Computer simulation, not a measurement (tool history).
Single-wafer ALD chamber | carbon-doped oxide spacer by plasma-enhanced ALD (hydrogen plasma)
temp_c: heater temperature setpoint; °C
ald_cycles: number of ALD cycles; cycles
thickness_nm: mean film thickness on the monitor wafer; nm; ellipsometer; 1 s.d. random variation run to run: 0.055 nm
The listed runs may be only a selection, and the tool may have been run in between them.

run    day  temp_c  ald_cycles  thickness_nm
  1      0     400         205        10.291
  2  0.138     400         190        9.5081
  3  0.358     400         199        10.045
  4  0.679     393         199        9.9004
  5      1     393         207        10.278
  6  1.375     393         224        11.215
  7  1.638     393         227        11.347
  8  1.721     393         230        11.434

Run 9 comes next. What will it give?
  9  1.771     393         233             ?

{"run 9": {"thickness_nm": 11.642}}
